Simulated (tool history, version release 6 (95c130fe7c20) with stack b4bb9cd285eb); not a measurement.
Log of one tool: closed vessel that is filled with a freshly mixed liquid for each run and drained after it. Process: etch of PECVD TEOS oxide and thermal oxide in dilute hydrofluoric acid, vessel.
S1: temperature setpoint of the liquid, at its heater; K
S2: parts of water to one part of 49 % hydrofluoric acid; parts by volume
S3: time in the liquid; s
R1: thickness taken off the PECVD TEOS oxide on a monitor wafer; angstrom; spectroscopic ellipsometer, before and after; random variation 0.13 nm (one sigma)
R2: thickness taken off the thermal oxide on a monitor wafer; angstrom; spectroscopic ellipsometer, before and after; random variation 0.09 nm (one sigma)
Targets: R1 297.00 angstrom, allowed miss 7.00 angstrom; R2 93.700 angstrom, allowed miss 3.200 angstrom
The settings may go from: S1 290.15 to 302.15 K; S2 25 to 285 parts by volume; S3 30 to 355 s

{"run": 1, "hour": 0.0, "S1": 294.15, "S2": 155, "S3": 180, "R1": 141.45, "R2": 44.543}
{"run": 2, "hour": 1.8, "S1": 296.65, "S2": 140, "S3": 180, "R1": 175.87, "R2": 56.371}
{"run": 3, "hour": 7.0, "S1": 296.65, "S2": 140, "S3": 135, "R1": 132.12, "R2": 41.694}
{"run": 4, "hour": 15.4, "S1": 298.15, "S2": 115, "S3": 135, "R1": 175.98, "R2": 55.728}
{"run": 5, "hour": 22.8, "S1": 299.15, "S2": 100, "S3": 135, "R1": 216.4, "R2": 68.889}
{"run": 6, "hour": 31.1, "S1": 299.15, "S2": 70, "S3": 135, "R1": 322.21, "R2": 101.89}
{"run": 7, "hour": 39.6, "S1": 298.15, "S2": 70, "S3": 135, "R1": 305.62, "R2": 98.314}
{"run": 8, "hour": 46.3, "S1": 298.15, "S2": 75, "S3": 135, "R1": 284.12, "R2": 89.524}

4 next moves are on the table. One of them brings every result within its allowed miss. Which?
{"run": "A", "hour": 53.0, "S1": 298.65, "S2": 70, "S3": 115, "R1": "?", "R2": "?"}
{"run": "B", "hour": 53.0, "S1": 302.15, "S2": 145, "S3": 230, "R1": "?", "R2": "?"}
{"run": "C", "hour": 53.0, "S1": 298.15, "S2": 60, "S3": 110, "R1": "?", "R2": "?"}
{"run": "D", "hour": 53.0, "S1": 300.65, "S2": 170, "S3": 295, "R1": "?", "R2": "?"}

move=A R1=265.22 R2=84.890
move=B R1=265.32 R2=84.922
move=C R1=293.98 R2=94.095
move=D R1=266.40 R2=85.267
A: further off than the last run
B: further off than the last run
C: meets every target
D: further off than the last run
The right move is C.

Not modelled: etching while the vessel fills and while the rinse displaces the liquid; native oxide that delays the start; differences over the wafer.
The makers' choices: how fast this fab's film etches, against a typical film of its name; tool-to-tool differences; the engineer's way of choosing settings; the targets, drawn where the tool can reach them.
